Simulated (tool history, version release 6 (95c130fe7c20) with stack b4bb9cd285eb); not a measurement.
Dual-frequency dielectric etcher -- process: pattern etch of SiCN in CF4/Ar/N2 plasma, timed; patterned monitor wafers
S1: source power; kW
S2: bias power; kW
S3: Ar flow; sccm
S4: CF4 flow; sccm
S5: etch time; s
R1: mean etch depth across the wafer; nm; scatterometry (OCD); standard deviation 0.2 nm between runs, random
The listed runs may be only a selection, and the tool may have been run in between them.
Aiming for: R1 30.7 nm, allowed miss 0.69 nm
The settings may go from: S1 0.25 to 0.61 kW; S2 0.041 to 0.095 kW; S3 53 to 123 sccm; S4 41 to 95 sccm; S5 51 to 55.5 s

run,hour,S1,S2,S3,S4,S5,R1
1,0,0.43,0.068,88,68,55.5,48.172
2,2.2,0.39,0.065,90,67,55.5,44.151
3,7.9,0.39,0.065,77,67,55.5,46.136
4,10.5,0.39,0.065,62,67,55.5,48.406
5,11,0.36,0.061,68,65,55,42.912
6,12.3,0.34,0.057,69,65,55,40.299
7,21.3,0.25,0.043,78,60,54,27.853
8,27.2,0.3,0.044,78,60,54,32.442
9,28,0.29,0.044,78,60,54,31.85

Which one of the following 4 next-run settings gets every result inside its allowed miss? There is exactly one.
A,28.8,0.27,0.045,77,61,52,?
B,28.8,0.25,0.05,62,64,51.5,?
C,28.8,0.26,0.041,69,63,55,?
D,28.8,0.31,0.05,80,52,51.5,?

move,R1
A,29.028
B,28.861
C,30.248
D,32.029
A: takes the result that was furthest off past its target
B: takes the result that was furthest off past its target
C: in spec on every target
D: lands further from the targets than the last run did
Answer: C
